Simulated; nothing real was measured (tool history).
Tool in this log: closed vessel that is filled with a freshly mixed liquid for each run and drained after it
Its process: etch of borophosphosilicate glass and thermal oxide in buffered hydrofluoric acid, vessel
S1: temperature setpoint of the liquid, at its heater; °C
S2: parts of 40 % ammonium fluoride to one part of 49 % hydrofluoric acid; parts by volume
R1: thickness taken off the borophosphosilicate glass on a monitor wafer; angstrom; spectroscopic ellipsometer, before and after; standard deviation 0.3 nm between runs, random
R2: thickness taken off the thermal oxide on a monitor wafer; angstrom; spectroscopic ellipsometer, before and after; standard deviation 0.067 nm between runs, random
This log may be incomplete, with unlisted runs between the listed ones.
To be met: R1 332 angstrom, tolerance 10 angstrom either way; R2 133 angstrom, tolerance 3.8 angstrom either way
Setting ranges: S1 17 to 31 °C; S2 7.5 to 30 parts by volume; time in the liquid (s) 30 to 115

{"run": 1, "hour": 0.0, "S1": 23, "S2": 22, "time in the liquid (s)": 60, "R1": 715.05, "R2": 287.53}
{"run": 2, "hour": 2.2, "S1": 20, "S2": 22, "time in the liquid (s)": 60, "R1": 609.29, "R2": 241.8}
{"run": 3, "hour": 4.9, "S1": 20, "S2": 22, "time in the liquid (s)": 75, "R1": 753.5, "R2": 304.82}
{"run": 4, "hour": 6.0, "S1": 18, "S2": 22, "time in the liquid (s)": 75, "R1": 686.27, "R2": 272.16}
{"run": 5, "hour": 7.7, "S1": 18, "S2": 22, "time in the liquid (s)": 95, "R1": 846.39, "R2": 344.34}
{"run": 6, "hour": 14.7, "S1": 21, "S2": 22, "time in the liquid (s)": 95, "R1": 1016.2, "R2": 408.17}
{"run": 7, "hour": 16.6, "S1": 20, "S2": 23.5, "time in the liquid (s)": 85, "R1": 830.49, "R2": 327.9}
{"run": 8, "hour": 21.5, "S1": 17, "S2": 30, "time in the liquid (s)": 55, "R1": 371.98, "R2": 148.35}
{"run": 9, "hour": 22.8, "S1": 17, "S2": 30, "time in the liquid (s)": 45, "R1": 306.76, "R2": 121.98}
{"run": 10, "hour": 28.9, "S1": 17.5, "S2": 30, "time in the liquid (s)": 45, "R1": 310.46, "R2": 126.23}

Which of these 4 next moves meets every target?
{"run": "A", "hour": 35.0, "S1": 17, "S2": 30, "time in the liquid (s)": 45, "R1": "?", "R2": "?"}
{"run": "B", "hour": 35.0, "S1": 22, "S2": 26.5, "time in the liquid (s)": 30, "R1": "?", "R2": "?"}
{"run": "C", "hour": 35.0, "S1": 17.5, "S2": 28, "time in the liquid (s)": 40, "R1": "?", "R2": "?"}
{"run": "D", "hour": 35.0, "S1": 17.5, "S2": 28.5, "time in the liquid (s)": 45, "R1": "?", "R2": "?"}

move=A R1=307.39 R2=122.82
move=B R1=300.45 R2=120.37
move=C R1=299.89 R2=119.84
move=D R1=332.58 R2=132.91
A: misses by more than the last run did
B: misses by more than the last run did
C: misses by more than the last run did
D: each result inside its tolerance
So the answer is move D, the one that meets all the targets.
